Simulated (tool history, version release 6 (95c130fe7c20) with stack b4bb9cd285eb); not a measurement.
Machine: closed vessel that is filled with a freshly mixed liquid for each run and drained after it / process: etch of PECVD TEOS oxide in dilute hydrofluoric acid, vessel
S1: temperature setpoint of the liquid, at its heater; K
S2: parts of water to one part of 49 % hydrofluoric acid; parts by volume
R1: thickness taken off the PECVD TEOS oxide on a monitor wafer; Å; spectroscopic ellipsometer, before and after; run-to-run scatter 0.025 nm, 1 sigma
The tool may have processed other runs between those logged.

{"run": 1, "day": 0.0, "S1": 299.15, "S2": 125, "time in the liquid (s)": 30, "R1": 35.181}
{"run": 2, "day": 0.271, "S1": 299.15, "S2": 125, "time in the liquid (s)": 30, "R1": 35.231}
{"run": 3, "day": 0.358, "S1": 300.65, "S2": 120, "time in the liquid (s)": 30, "R1": 39.29}
{"run": 4, "day": 0.583, "S1": 300.65, "S2": 140, "time in the liquid (s)": 30, "R1": 32.4}
{"run": 5, "day": 0.662, "S1": 300.65, "S2": 140, "time in the liquid (s)": 30, "R1": 32.579}
{"run": 6, "day": 0.992, "S1": 301.65, "S2": 135, "time in the liquid (s)": 30, "R1": 35.325}
{"run": 7, "day": 1.096, "S1": 302.65, "S2": 130, "time in the liquid (s)": 30, "R1": 38.605}
{"run": 8, "day": 1.404, "S1": 302.65, "S2": 130, "time in the liquid (s)": 30, "R1": 38.244}

The next listed run, before its measurement:
{"run": 9, "day": 1.496, "S1": 303.65, "S2": 125, "time in the liquid (s)": 30, "R1": "?"}

R1: 41.92 Å
